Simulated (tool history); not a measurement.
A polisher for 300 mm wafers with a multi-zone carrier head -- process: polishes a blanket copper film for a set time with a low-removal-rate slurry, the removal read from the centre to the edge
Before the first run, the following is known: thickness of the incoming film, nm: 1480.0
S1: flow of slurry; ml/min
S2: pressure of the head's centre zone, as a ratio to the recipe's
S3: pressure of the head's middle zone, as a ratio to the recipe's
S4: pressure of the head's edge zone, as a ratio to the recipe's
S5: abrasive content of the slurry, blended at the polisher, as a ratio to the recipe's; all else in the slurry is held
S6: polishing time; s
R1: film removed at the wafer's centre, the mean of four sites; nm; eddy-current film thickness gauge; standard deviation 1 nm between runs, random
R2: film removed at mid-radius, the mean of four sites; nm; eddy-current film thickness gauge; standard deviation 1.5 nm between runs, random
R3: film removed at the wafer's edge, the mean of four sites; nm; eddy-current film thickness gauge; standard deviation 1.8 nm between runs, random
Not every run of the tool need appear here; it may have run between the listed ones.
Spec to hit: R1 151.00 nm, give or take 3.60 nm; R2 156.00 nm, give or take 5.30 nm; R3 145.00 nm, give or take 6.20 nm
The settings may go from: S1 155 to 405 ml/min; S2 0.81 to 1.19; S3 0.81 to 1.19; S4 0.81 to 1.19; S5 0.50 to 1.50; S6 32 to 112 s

{"run": 1, "day": 0.0, "S1": 260, "S2": 1.0, "S3": 1.0, "S4": 1.0, "S5": 1.0, "S6": 72, "R1": 329.96, "R2": 309.55, "R3": 317.03}
{"run": 2, "day": 0.05, "S1": 260, "S2": 0.96, "S3": 1.0, "S4": 1.0, "S5": 1.0, "S6": 72, "R1": 318.63, "R2": 306.18, "R3": 315.29}
{"run": 3, "day": 0.179, "S1": 260, "S2": 0.89, "S3": 1.0, "S4": 1.0, "S5": 1.0, "S6": 72, "R1": 297.81, "R2": 316.16, "R3": 323.21}
{"run": 4, "day": 0.408, "S1": 260, "S2": 0.89, "S3": 1.0, "S4": 1.0, "S5": 1.0, "S6": 57, "R1": 234.57, "R2": 244.41, "R3": 253.02}
{"run": 5, "day": 0.588, "S1": 260, "S2": 0.89, "S3": 1.0, "S4": 1.08, "S5": 1.0, "S6": 57, "R1": 234.27, "R2": 242.71, "R3": 255.08}
{"run": 6, "day": 0.925, "S1": 245, "S2": 0.9, "S3": 1.02, "S4": 1.06, "S5": 0.9, "S6": 53, "R1": 212.95, "R2": 220.68, "R3": 231.44}
{"run": 7, "day": 0.983, "S1": 250, "S2": 0.92, "S3": 1.04, "S4": 1.04, "S5": 0.85, "S6": 49, "R1": 201.4, "R2": 209.74, "R3": 214.36}
{"run": 8, "day": 1.329, "S1": 250, "S2": 0.94, "S3": 1.05, "S4": 1.02, "S5": 0.8, "S6": 46, "R1": 190.78, "R2": 193.68, "R3": 195.54}
{"run": 9, "day": 1.608, "S1": 230, "S2": 0.9, "S3": 1.06, "S4": 0.92, "S5": 0.55, "S6": 41, "R1": 150.92, "R2": 164.92, "R3": 157.17}
{"run": 10, "day": 1.912, "S1": 225, "S2": 0.91, "S3": 1.06, "S4": 0.9, "S5": 0.55, "S6": 41, "R1": 155.01, "R2": 161.86, "R3": 154.41}
{"run": 11, "day": 2.238, "S1": 220, "S2": 0.91, "S3": 1.06, "S4": 0.89, "S5": 0.55, "S6": 41, "R1": 152.71, "R2": 163.1, "R3": 154.38}

5 next moves are on the table. One of them brings every result within its allowed miss. Which?
{"run": "A", "day": 2.562, "S1": 170, "S2": 0.89, "S3": 1.0, "S4": 0.92, "S5": 0.5, "S6": 45, "R1": "?", "R2": "?", "R3": "?"}
{"run": "B", "day": 2.562, "S1": 265, "S2": 0.85, "S3": 1.05, "S4": 0.9, "S5": 0.5, "S6": 43, "R1": "?", "R2": "?", "R3": "?"}
{"run": "C", "day": 2.562, "S1": 175, "S2": 0.93, "S3": 1.03, "S4": 0.81, "S5": 0.5, "S6": 42, "R1": "?", "R2": "?", "R3": "?"}
{"run": "D", "day": 2.562, "S1": 230, "S2": 0.93, "S3": 1.16, "S4": 0.81, "S5": 0.6, "S6": 39, "R1": "?", "R2": "?", "R3": "?"}
{"run": "E", "day": 2.562, "S1": 155, "S2": 0.9, "S3": 0.92, "S4": 1.02, "S5": 0.5, "S6": 46, "R1": "?", "R2": "?", "R3": "?"}

move=A R1=154.64 R2=162.40 R3=163.27
move=B R1=152.83 R2=173.74 R3=162.81
move=C R1=151.86 R2=156.33 R3=144.75
move=D R1=152.53 R2=172.75 R3=142.51
move=E R1=156.13 R2=151.63 R3=172.63
A: misses by more than the last run did
B: misses by more than the last run did
C: every result within its allowed miss
D: corrects the largest miss of the last run, while another result sits out of spec
E: misses by more than the last run did
Answer: C
